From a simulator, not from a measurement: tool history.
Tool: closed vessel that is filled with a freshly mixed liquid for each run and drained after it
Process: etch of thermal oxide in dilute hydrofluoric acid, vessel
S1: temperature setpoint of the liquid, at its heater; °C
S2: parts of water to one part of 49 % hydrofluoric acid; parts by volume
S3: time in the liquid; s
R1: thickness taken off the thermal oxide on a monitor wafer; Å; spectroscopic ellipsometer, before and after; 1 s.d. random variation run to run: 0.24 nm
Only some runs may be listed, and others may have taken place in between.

run,hour,S1,S2,S3,R1
1,0.0,21.0,160,575,130.86
2,8.0,22.0,150,575,144.21
3,9.8,22.0,105,575,220.57
4,12.7,22.5,105,575,222.97
# hour 20.9: thermometer replaced
5,20.9,23.0,105,575,251.90
6,28.5,23.0,145,575,173.27
7,32.6,27.0,90,575,350.27

Run 8, settings as shown, results not yet in. Your forecast:
8,40.4,26.5,90,575,?

R1: 342.69 Å
